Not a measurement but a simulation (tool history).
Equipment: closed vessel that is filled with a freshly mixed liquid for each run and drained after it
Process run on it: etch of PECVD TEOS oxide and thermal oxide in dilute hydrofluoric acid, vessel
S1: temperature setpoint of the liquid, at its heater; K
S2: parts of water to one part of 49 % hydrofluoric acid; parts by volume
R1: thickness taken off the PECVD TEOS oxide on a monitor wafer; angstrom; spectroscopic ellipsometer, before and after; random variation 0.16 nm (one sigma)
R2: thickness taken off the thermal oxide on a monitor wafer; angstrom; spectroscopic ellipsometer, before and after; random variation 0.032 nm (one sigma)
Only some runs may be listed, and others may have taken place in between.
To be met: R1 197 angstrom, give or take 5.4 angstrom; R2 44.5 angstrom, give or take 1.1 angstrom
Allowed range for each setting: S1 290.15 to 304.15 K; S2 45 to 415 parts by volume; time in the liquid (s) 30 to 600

{"run": 1, "day": 0.0, "S1": 296.15, "S2": 230, "time in the liquid (s)": 305, "R1": 244.02, "R2": 54.907}
{"run": 2, "day": 0.342, "S1": 292.65, "S2": 230, "time in the liquid (s)": 305, "R1": 213.5, "R2": 48.81}
{"run": 3, "day": 0.362, "S1": 292.15, "S2": 230, "time in the liquid (s)": 305, "R1": 212.97, "R2": 47.628}
{"run": 4, "day": 0.708, "S1": 291.65, "S2": 230, "time in the liquid (s)": 305, "R1": 206.53, "R2": 46.233}
{"run": 5, "day": 1.067, "S1": 291.15, "S2": 230, "time in the liquid (s)": 305, "R1": 202.02, "R2": 45.365}
{"run": 6, "day": 1.192, "S1": 291.15, "S2": 295, "time in the liquid (s)": 305, "R1": 151.36, "R2": 33.665}
{"run": 7, "day": 1.312, "S1": 293.65, "S2": 295, "time in the liquid (s)": 305, "R1": 163.49, "R2": 37.309}
{"run": 8, "day": 1.421, "S1": 295.15, "S2": 290, "time in the liquid (s)": 305, "R1": 176.17, "R2": 40.17}
{"run": 9, "day": 1.704, "S1": 296.15, "S2": 290, "time in the liquid (s)": 305, "R1": 183.28, "R2": 41.152}
{"run": 10, "day": 1.917, "S1": 296.65, "S2": 290, "time in the liquid (s)": 305, "R1": 186.48, "R2": 42.496}

Which single option among these 4 for the next run brings every result within its allowed miss of target? Just one does.
{"run": "A", "day": 2.129, "S1": 300.65, "S2": 415, "time in the liquid (s)": 455, "R1": "?", "R2": "?"}
{"run": "B", "day": 2.129, "S1": 291.15, "S2": 245, "time in the liquid (s)": 295, "R1": "?", "R2": "?"}
{"run": "C", "day": 2.129, "S1": 295.15, "S2": 265, "time in the liquid (s)": 275, "R1": "?", "R2": "?"}
{"run": "D", "day": 2.129, "S1": 299.65, "S2": 355, "time in the liquid (s)": 360, "R1": "?", "R2": "?"}

move=A R1=196.52 R2=44.53
move=B R1=181.52 R2=41.133
move=C R1=178.36 R2=40.416
move=D R1=186.51 R2=42.262
A: all results in spec
B: its largest miss is bigger than the last run's
C: its largest miss is bigger than the last run's
D: just as far off the targets as the last run
Move A is the one to make.
